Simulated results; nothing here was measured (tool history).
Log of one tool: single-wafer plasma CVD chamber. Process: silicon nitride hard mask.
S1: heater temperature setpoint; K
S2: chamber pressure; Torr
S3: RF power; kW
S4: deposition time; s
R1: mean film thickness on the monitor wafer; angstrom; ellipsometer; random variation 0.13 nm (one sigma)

run 1 hour=0 | S1=683.15 S2=1.59 S3=0.285 S4=33.4 | R1=356.76
run 2 hour=4.8 | S1=683.15 S2=1.53 S3=0.28 S4=33.4 | R1=346.56
run 3 hour=8.6 | S1=683.15 S2=1.48 S3=0.28 S4=33.4 | R1=343.21
run 4 hour=10.4 | S1=687.15 S2=1.48 S3=0.28 S4=33.4 | R1=341.97
run 5 hour=15.3 | S1=687.15 S2=1.44 S3=0.28 S4=33.4 | R1=341.07
run 6 hour=19 | S1=687.15 S2=1.4 S3=0.28 S4=33.4 | R1=333.01

Run 7 comes next. What will it give?
run 7 hour=22 | S1=687.15 S2=1.37 S3=0.28 S4=33.4 | R1=?

{"run 7": {"R1": 330.06}}

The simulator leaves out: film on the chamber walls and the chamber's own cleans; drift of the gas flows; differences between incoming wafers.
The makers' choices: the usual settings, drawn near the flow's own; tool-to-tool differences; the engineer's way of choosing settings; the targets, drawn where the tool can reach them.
